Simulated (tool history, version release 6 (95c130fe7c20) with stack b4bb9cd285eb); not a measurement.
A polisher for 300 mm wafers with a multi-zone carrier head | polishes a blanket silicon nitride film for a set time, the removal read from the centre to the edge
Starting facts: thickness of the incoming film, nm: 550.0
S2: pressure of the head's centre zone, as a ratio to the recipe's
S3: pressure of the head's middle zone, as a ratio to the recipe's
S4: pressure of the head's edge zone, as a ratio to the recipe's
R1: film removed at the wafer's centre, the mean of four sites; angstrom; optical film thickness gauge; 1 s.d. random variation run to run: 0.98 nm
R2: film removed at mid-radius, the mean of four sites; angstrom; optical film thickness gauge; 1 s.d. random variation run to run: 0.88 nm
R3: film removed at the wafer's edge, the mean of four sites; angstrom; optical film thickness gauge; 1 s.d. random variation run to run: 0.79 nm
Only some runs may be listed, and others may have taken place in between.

run 1 hour=0.0 | flow_of_slurry_(ml/min)=310 S2=1.00 S3=1.00 S4=1.00 polishing_time_(s)=32 | R1=494.18 R2=511.01 R3=519.20
run 2 hour=7.0 | flow_of_slurry_(ml/min)=310 S2=1.00 S3=1.00 S4=1.06 polishing_time_(s)=32 | R1=485.41 R2=513.14 R3=525.21
run 3 hour=13.3 | flow_of_slurry_(ml/min)=310 S2=1.00 S3=1.02 S4=1.06 polishing_time_(s)=34 | R1=513.68 R2=547.57 R3=554.89
run 4 hour=15.8 | flow_of_slurry_(ml/min)=310 S2=1.00 S3=1.06 S4=1.06 polishing_time_(s)=34 | R1=530.74 R2=554.67 R3=557.51
run 5 hour=23.5 | flow_of_slurry_(ml/min)=315 S2=0.99 S3=1.08 S4=1.05 polishing_time_(s)=35 | R1=528.62 R2=590.16 R3=579.83
run 6 hour=29.4 | flow_of_slurry_(ml/min)=315 S2=0.93 S3=1.08 S4=1.05 polishing_time_(s)=35 | R1=500.88 R2=606.65 R3=579.32

Run 7 has not been measured yet. What should we expect?
run 7 hour=32.3 | flow_of_slurry_(ml/min)=320 S2=0.94 S3=1.09 S4=1.05 polishing_time_(s)=36 | R1=? R2=? R3=?

R1: 523.23 angstrom
R2: 633.83 angstrom
R3: 589.69 angstrom
